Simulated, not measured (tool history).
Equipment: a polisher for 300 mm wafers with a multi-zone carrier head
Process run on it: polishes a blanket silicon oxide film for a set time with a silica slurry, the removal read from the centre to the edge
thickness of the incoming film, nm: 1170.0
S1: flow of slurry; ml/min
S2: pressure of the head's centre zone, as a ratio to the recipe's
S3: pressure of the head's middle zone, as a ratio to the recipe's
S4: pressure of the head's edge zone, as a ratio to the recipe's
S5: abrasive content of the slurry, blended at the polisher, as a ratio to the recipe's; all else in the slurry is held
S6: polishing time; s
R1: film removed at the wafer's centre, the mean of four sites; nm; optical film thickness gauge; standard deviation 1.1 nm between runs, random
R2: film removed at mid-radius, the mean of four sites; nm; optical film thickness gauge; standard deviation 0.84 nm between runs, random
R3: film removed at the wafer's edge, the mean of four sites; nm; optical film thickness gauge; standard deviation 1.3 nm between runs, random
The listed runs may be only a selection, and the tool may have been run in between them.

run 1 day=0.000 | S1=205 S2=1.00 S3=1.00 S4=1.00 S5=1.00 S6=46 | R1=197.91 R2=188.98 R3=189.11
run 2 day=0.279 | S1=205 S2=1.00 S3=1.00 S4=1.00 S5=0.85 S6=46 | R1=178.52 R2=173.30 R3=174.89
run 3 day=0.562 | S1=205 S2=1.01 S3=0.98 S4=0.96 S5=0.75 S6=43 | R1=157.79 R2=148.91 R3=152.06
run 4 day=0.633 | S1=205 S2=0.93 S3=0.98 S4=0.96 S5=0.75 S6=43 | R1=145.89 R2=150.87 R3=152.24
run 5 day=0.996 | S1=205 S2=0.93 S3=1.05 S4=0.96 S5=0.75 S6=43 | R1=143.42 R2=159.64 R3=149.40
run 6 day=1.121 | S1=205 S2=0.93 S3=1.05 S4=0.96 S5=0.55 S6=43 | R1=118.83 R2=128.67 R3=122.71
run 7 day=1.288 | S1=200 S2=0.96 S3=1.04 S4=0.96 S5=0.55 S6=41 | R1=114.37 R2=121.67 R3=114.48
run 8 day=1.538 | S1=185 S2=0.99 S3=1.02 S4=0.97 S5=0.55 S6=41 | R1=120.33 R2=120.60 R3=120.24
run 9 day=1.792 | S1=190 S2=1.01 S3=1.01 S4=0.97 S5=0.55 S6=40 | R1=118.90 R2=115.95 R3=116.49
run 10 day=2.121 | S1=190 S2=1.01 S3=1.01 S4=0.97 S5=0.55 S6=40 | R1=119.83 R2=116.76 R3=114.51
run 11 day=2.154 | S1=185 S2=1.02 S3=1.00 S4=0.97 S5=0.55 S6=39 | R1=116.74 R2=111.94 R3=110.88
run 12 day=2.371 | S1=175 S2=1.03 S3=1.00 S4=0.97 S5=0.55 S6=39 | R1=116.13 R2=111.31 R3=112.62
run 13 day=2.512 | S1=170 S2=1.05 S3=1.00 S4=0.96 S5=0.55 S6=39 | R1=120.56 R2=109.71 R3=110.64
run 14 day=2.754 | S1=160 S2=1.05 S3=1.00 S4=0.96 S5=0.55 S6=39 | R1=119.34 R2=110.29 R3=106.12

Run 15, settings as shown, results not yet in. Your forecast:
run 15 day=3.079 | S1=155 S2=1.05 S3=0.99 S4=0.97 S5=0.55 S6=39 | R1=? R2=? R3=?

R1: 118.81 nm
R2: 109.17 nm
R3: 110.23 nm
